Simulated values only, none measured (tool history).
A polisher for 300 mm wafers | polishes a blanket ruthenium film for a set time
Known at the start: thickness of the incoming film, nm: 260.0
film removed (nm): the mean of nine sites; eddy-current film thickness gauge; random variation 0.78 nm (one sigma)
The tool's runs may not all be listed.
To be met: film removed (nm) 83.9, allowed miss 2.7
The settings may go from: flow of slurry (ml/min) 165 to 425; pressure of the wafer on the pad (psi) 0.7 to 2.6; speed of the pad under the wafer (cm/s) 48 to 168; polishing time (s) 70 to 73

run  hour  flow of slurry (ml/min)  pressure of the wafer on the pad (psi)  speed of the pad under the wafer (cm/s)  polishing time (s)  film removed (nm)
  1     0                      275                                     1.6                                      108                  70             72.299
  2   4.6                      275                                     1.3                                      108                  70             59.106
  3   8.6                      275                                     1.4                                      108                  70             62.434
  4    14                      275                                       1                                      108                  70             45.129
  5  16.1                      335                                       1                                      108                  70             45.797
  6  24.7                      335                                     1.2                                      108                  70             55.635
  7    30                      340                                     1.3                                      108                  70              59.91
  8  34.9                      345                                     1.4                                      108                  70             62.991
  9  41.7                      345                                     1.5                                      108                  70             68.251

4 next moves are on the table. One of them brings every result within its allowed miss. Which?
  A  48.5                      395                                     1.5                                      124                  71                  ?
  B  48.5                      340                                     1.6                                      122                  73                  ?
  C  48.5                      260                                     1.7                                      134                  70                  ?
  D  48.5                      360                                     1.3                                       82                  70                  ?

move  film removed (nm)
   A             76.947
   B             82.254
   C             87.369
   D             49.191
A: nearer than the last run, and not there yet
B: meets every target
C: takes the result that was furthest off past its target
D: further off than the last run
Answer: B

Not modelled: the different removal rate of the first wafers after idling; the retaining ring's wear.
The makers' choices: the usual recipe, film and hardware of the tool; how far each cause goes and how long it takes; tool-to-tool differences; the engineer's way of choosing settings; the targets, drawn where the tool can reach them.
